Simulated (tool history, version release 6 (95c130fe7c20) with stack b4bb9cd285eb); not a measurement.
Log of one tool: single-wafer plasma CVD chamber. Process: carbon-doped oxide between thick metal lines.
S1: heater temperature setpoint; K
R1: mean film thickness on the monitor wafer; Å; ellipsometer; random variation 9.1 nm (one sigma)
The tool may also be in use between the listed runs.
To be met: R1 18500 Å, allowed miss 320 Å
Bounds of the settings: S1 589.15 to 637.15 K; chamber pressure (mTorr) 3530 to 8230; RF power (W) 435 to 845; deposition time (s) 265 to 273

Run 1, day 0.000: S1 613.15 K, chamber pressure (mTorr) 5880, RF power (W) 640, deposition time (s) 265. Result: R1 16662 Å.
Run 2, day 0.358: S1 609.15 K, chamber pressure (mTorr) 6300, RF power (W) 655, deposition time (s) 265. Result: R1 17278 Å.
Run 3, day 0.658: S1 609.15 K, chamber pressure (mTorr) 5690, RF power (W) 655, deposition time (s) 265. Result: R1 17025 Å.
Run 4, day 0.746: S1 609.15 K, chamber pressure (mTorr) 5690, RF power (W) 705, deposition time (s) 265. Result: R1 17727 Å.
Run 5, day 0.896: S1 609.15 K, chamber pressure (mTorr) 5690, RF power (W) 650, deposition time (s) 265. Result: R1 16968 Å.
Run 6, day 0.950: S1 609.15 K, chamber pressure (mTorr) 4640, RF power (W) 650, deposition time (s) 265. Result: R1 16509 Å.
Run 7, day 1.283: S1 606.15 K, chamber pressure (mTorr) 5140, RF power (W) 670, deposition time (s) 265. Result: R1 17124 Å.
Run 8, day 1.488: S1 604.15 K, chamber pressure (mTorr) 5500, RF power (W) 680, deposition time (s) 265. Result: R1 17848 Å.
Run 9, day 1.767: S1 602.15 K, chamber pressure (mTorr) 5550, RF power (W) 680, deposition time (s) 265. Result: R1 17783 Å.

Which of these 4 next moves meets every target?
Run A, day 2.046: S1 601.15 K, chamber pressure (mTorr) 6640, RF power (W) 750, deposition time (s) 267. Result: R1 ?.
Run B, day 2.046: S1 616.15 K, chamber pressure (mTorr) 6400, RF power (W) 725, deposition time (s) 271. Result: R1 ?.
Run C, day 2.046: S1 604.15 K, chamber pressure (mTorr) 5470, RF power (W) 605, deposition time (s) 265. Result: R1 ?.
Run D, day 2.046: S1 605.15 K, chamber pressure (mTorr) 4750, RF power (W) 680, deposition time (s) 268. Result: R1 ?.

move     R1
   A  19825
   B  18649
   C  16621
   D  17697
A: takes the result that was furthest off past its target
B: meets every target
C: further off than the last run
D: further off than the last run
The right move is B.
